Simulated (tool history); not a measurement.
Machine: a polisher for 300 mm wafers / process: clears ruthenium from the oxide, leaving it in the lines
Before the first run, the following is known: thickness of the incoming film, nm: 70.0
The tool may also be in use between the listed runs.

run,hour,flow of slurry (ml/min),pressure of the wafer on the pad (psi),speed of the pad under the wafer (m/s),overpolish time after the end point (s),time until the end point was called (s)
1,0,210,1.8,0.94,13,80.518
2,8.6,210,2,0.94,13,75.578
3,12.2,210,2,1.02,13,68.98
4,18.3,210,1.8,1,13,75.083
5,23.6,210,1.8,1.14,13,65.701
6,27.4,205,1.6,1.1,13,76.066
7,33.7,195,1.1,1.02,13,108.05
8,36.8,190,1,1.02,13,115.48

Expected results for the next run?
9,45.3,185,1,1.02,13,?

{"run 9": {"time until the end point was called (s)": 115.73}}
